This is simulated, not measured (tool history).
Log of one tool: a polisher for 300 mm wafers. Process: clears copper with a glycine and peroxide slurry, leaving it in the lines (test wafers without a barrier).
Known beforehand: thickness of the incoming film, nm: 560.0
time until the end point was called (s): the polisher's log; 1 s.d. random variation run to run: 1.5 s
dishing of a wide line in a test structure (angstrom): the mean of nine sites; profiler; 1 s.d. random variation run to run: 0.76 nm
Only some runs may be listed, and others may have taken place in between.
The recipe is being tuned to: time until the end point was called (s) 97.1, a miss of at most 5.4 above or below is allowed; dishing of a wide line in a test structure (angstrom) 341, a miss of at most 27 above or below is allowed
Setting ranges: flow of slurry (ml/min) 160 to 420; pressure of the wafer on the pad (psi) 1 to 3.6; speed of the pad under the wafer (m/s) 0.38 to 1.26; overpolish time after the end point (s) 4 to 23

run,hour,flow of slurry (ml/min),pressure of the wafer on the pad (psi),speed of the pad under the wafer (m/s),overpolish time after the end point (s),time until the end point was called (s),dishing of a wide line in a test structure (angstrom)
1,0,270,2.3,0.82,12,130.37,258.28
2,8.9,225,2.3,0.82,12,136.52,260.68
3,10.4,270,2.3,0.82,12,131.97,258.53
4,11.1,270,2.6,0.82,12,124.31,266.53
5,19,270,2.6,0.74,12,133.27,267.01
6,25.8,270,2.6,0.74,7,127.53,189.12
7,30.3,270,2.8,0.76,8,121.68,201.9
8,36.7,270,2.8,0.76,8,123.74,214.54
9,44.1,270,2.9,0.78,9,121.62,230.81
10,49.5,275,3,0.82,10,115.38,255.09
11,54.4,275,3.1,0.84,10,108.45,267.22
12,58.7,275,3.2,0.84,10,109.05,265.97
13,63.9,275,3.3,0.86,10,105.98,251.29

4 next moves are on the table. One of them brings every result within its allowed miss. Which?
A,69.1,225,2.9,1.14,17,?,?
B,69.1,255,3.6,0.66,12,?,?
C,69.1,230,3.1,0.74,8,?,?
D,69.1,260,2.7,0.8,14,?,?

move,time until the end point was called (s),dishing of a wide line in a test structure (angstrom)
A,96.303,351.69
B,117.9,290.8
C,121.63,223.77
D,123.8,303.87
A: every result lands within tolerance
B: lands further from the targets than the last run did
C: lands further from the targets than the last run did
D: lands further from the targets than the last run did
Correct choice: A, which meets every target
